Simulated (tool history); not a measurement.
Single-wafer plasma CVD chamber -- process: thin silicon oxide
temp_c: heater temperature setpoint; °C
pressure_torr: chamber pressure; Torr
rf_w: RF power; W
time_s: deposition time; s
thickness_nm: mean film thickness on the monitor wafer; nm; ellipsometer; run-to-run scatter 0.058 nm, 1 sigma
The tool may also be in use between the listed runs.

{"run": 1, "hour": 0.0, "temp_c": 410, "pressure_torr": 0.829, "rf_w": 370, "time_s": 9.9, "thickness_nm": 21.225}
{"run": 2, "hour": 8.9, "temp_c": 414, "pressure_torr": 0.829, "rf_w": 370, "time_s": 9.9, "thickness_nm": 21.17}
{"run": 3, "hour": 11.5, "temp_c": 414, "pressure_torr": 0.749, "rf_w": 365, "time_s": 9.9, "thickness_nm": 19.03}
{"run": 4, "hour": 15.2, "temp_c": 414, "pressure_torr": 0.635, "rf_w": 365, "time_s": 9.9, "thickness_nm": 15.684}
{"run": 5, "hour": 19.7, "temp_c": 414, "pressure_torr": 0.627, "rf_w": 365, "time_s": 9.9, "thickness_nm": 15.512}
{"run": 6, "hour": 23.3, "temp_c": 414, "pressure_torr": 0.564, "rf_w": 365, "time_s": 9.9, "thickness_nm": 13.596}
{"run": 7, "hour": 25.5, "temp_c": 414, "pressure_torr": 0.579, "rf_w": 365, "time_s": 9.9, "thickness_nm": 14.013}
{"run": 8, "hour": 27.8, "temp_c": 414, "pressure_torr": 0.59, "rf_w": 365, "time_s": 9.9, "thickness_nm": 14.272}

What will run 9 give?
{"run": 9, "hour": 35.7, "temp_c": 414, "pressure_torr": 0.641, "rf_w": 370, "time_s": 9.9, "thickness_nm": "?"}

{"run 9": {"thickness_nm": 15.87}}
